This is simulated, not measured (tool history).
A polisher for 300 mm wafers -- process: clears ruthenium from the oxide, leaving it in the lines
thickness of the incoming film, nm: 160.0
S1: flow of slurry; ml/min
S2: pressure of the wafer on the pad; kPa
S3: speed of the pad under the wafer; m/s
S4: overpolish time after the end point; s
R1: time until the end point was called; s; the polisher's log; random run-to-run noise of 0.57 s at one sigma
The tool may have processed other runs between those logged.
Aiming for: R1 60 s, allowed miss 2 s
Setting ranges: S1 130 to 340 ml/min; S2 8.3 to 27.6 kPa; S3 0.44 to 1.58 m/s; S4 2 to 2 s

run,hour,S1,S2,S3,S4,R1
1,0,220,17.9,1,2,90.777
2,1.3,220,13.8,1,2,112.18
3,6.5,220,13.8,1,2,112
4,13.6,220,10.3,1,2,139.95
5,18,220,11.7,1,2,130.16
6,20.1,220,13.1,1,2,117.8
7,23.2,220,14.5,1,2,107.65
8,30.3,220,15.2,1,2,103.36
9,38.9,220,15.9,1,2,99.932
10,47,220,16.5,1,2,97.974
11,51.2,220,16.5,1,2,98.043
12,60.2,220,17.2,1,2,94.783
13,62.4,220,17.9,1,2,90.888
14,71.2,220,18.6,1,2,86.527
15,73.1,220,19.3,1,2,84.875

4 candidate next runs follow, results not yet known. Just one meets every target within its allowed miss. Identify it.
A,75,260,22.1,1.16,2,?
B,75,260,18.6,1.54,2,?
C,75,225,24.1,1.16,2,?
D,75,220,22.8,1.36,2,?

move,R1
A,64.784
B,56.897
C,60.907
D,55.088
A: closes in on the targets versus the last run, not all within tolerance yet
B: takes the biggest miss from the last run beyond its target
C: every result lands within tolerance
D: takes the biggest miss from the last run beyond its target
The right move is C.
